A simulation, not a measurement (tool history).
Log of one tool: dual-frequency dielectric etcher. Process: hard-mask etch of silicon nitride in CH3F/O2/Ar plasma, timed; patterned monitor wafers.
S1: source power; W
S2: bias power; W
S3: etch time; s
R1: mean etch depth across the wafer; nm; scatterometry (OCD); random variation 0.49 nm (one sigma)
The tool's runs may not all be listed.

run 1 hour=0.0 | S1=400 S2=53 S3=275.0 | R1=156.77
run 2 hour=8.4 | S1=340 S2=53 S3=275.0 | R1=142.92
run 3 hour=14.0 | S1=320 S2=52 S3=275.0 | R1=135.69
run 4 hour=20.4 | S1=310 S2=52 S3=275.0 | R1=133.45
run 5 hour=23.2 | S1=300 S2=52 S3=275.0 | R1=131.04
run 6 hour=24.7 | S1=290 S2=52 S3=275.0 | R1=128.06
run 7 hour=30.5 | S1=280 S2=52 S3=275.0 | R1=124.63

Forecast run 8:
run 8 hour=34.5 | S1=260 S2=51 S3=275.0 | R1=?

R1: 118.39 nm

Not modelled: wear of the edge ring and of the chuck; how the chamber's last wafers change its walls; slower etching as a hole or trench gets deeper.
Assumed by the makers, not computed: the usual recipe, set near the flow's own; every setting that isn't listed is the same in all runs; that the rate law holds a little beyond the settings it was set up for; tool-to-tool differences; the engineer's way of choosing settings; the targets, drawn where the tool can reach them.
